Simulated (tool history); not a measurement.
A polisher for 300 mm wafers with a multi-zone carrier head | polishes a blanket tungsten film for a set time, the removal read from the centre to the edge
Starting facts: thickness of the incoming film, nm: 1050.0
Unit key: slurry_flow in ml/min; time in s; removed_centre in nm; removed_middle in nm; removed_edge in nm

Run 1, hour 0.0: slurry_flow 280 ml/min, centre_zone 1.00, middle_zone 1.00, edge_zone 1.00, slurry_solids 1.00, time 73 s. Result: removed_centre 364.20 nm, removed_middle 356.12 nm, removed_edge 371.55 nm.
Run 2, hour 6.7: slurry_flow 280 ml/min, centre_zone 1.00, middle_zone 1.00, edge_zone 1.06, slurry_solids 1.00, time 73 s. Result: removed_centre 365.80 nm, removed_middle 352.39 nm, removed_edge 372.87 nm.
Run 3, hour 7.8: slurry_flow 295 ml/min, centre_zone 1.04, middle_zone 1.00, edge_zone 1.05, slurry_solids 0.85, time 68 s. Result: removed_centre 341.51 nm, removed_middle 316.71 nm, removed_edge 333.49 nm.
Run 4, hour 10.3: slurry_flow 295 ml/min, centre_zone 1.04, middle_zone 1.00, edge_zone 1.05, slurry_solids 0.85, time 50 s. Result: removed_centre 248.63 nm, removed_middle 233.92 nm, removed_edge 241.00 nm.
Run 5, hour 18.5: slurry_flow 295 ml/min, centre_zone 1.04, middle_zone 1.00, edge_zone 1.10, slurry_solids 0.85, time 50 s. Result: removed_centre 251.41 nm, removed_middle 233.86 nm, removed_edge 251.52 nm.
Run 6, hour 23.7: slurry_flow 310 ml/min, centre_zone 1.08, middle_zone 1.01, edge_zone 1.10, slurry_solids 0.85, time 50 s. Result: removed_centre 262.18 nm, removed_middle 234.54 nm, removed_edge 246.63 nm.

Expected results for the next run?
Run 7, hour 32.0: slurry_flow 315 ml/min, centre_zone 1.10, middle_zone 1.02, edge_zone 1.11, slurry_solids 0.90, time 50 s. Result: removed_centre ?, removed_middle ?, removed_edge ?.

removed_centre: 273.75 nm
removed_middle: 241.88 nm
removed_edge: 257.27 nm

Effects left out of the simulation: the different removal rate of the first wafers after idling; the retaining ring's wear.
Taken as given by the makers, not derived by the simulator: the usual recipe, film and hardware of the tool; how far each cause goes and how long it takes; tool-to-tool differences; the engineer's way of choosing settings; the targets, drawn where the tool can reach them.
